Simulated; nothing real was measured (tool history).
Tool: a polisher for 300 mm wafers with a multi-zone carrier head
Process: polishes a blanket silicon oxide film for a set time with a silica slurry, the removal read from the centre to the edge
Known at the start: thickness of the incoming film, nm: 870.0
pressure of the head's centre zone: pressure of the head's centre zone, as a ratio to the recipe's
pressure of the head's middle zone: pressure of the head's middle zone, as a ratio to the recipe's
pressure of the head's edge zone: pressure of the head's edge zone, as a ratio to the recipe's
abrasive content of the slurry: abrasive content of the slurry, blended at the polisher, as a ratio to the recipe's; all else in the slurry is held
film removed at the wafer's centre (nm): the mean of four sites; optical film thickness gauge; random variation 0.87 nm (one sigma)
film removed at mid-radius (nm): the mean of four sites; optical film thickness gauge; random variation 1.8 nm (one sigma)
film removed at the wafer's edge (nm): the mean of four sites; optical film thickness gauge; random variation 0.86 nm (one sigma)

| run | hour | flow of slurry (ml/min) | pressure of the head's centre zone | pressure of the head's middle zone | pressure of the head's edge zone | abrasive content of the slurry | polishing time (s) | film removed at the wafer's centre (nm) | film removed at mid-radius (nm) | film removed at the wafer's edge (nm) |
|---|---|---|---|---|---|---|---|---|---|---|
| 1 | 0 | 195 | 1 | 1 | 1 | 1 | 56 | 147.29 | 151.57 | 149.48 |
| 2 | 2.7 | 195 | 1 | 0.94 | 1 | 1 | 56 | 146.83 | 144.31 | 147.42 |
| 3 | 5 | 180 | 0.97 | 0.94 | 1 | 1 | 56 | 140.64 | 141.7 | 147.23 |
| 4 | 11.4 | 180 | 0.97 | 0.94 | 1 | 1 | 47 | 118.75 | 120.43 | 122.9 |
| 5 | 20.2 | 180 | 0.97 | 0.94 | 1 | 0.8 | 47 | 102.82 | 103.61 | 107.37 |
| 6 | 24.8 | 180 | 0.97 | 1.02 | 1 | 0.8 | 47 | 104.07 | 108.33 | 108.5 |
| 7 | 32.7 | 195 | 0.96 | 1.04 | 1.04 | 0.85 | 47 | 106.44 | 117.18 | 116.74 |
| 8 | 41.4 | 210 | 0.97 | 1.05 | 1.08 | 0.85 | 47 | 109.52 | 119.53 | 118.92 |
| 9 | 42.1 | 210 | 0.97 | 1.05 | 1.08 | 0.85 | 47 | 110.79 | 118.67 | 118.79 |
| 10 | 42.7 | 215 | 0.96 | 1.05 | 1.1 | 0.9 | 47 | 112.41 | 125.99 | 125.37 |
| 11 | 49.4 | 225 | 0.96 | 1.04 | 1.12 | 0.9 | 47 | 113.5 | 122.09 | 125.21 |
| 12 | 57.5 | 230 | 0.96 | 1.05 | 1.14 | 0.95 | 47 | 117.95 | 130.42 | 131.78 |
| 13 | 59.6 | 240 | 0.95 | 1.05 | 1.15 | 0.95 | 47 | 117.24 | 130.97 | 133.39 |
| 14 | 65.1 | 250 | 0.95 | 1.05 | 1.16 | 0.95 | 47 | 120.07 | 131.1 | 133.38 |
| 15 | 73.8 | 250 | 0.94 | 1.05 | 1.17 | 0.95 | 47 | 116.14 | 131.06 | 134.73 |

The next listed run, before its measurement:
| 16 | 75.1 | 250 | 0.94 | 1.05 | 1.17 | 0.95 | 47 | ? | ? | ? |

Run 16 gave film removed at the wafer's centre (nm) 117.02, film removed at mid-radius (nm) 130.38, film removed at the wafer's edge (nm) 135.31.
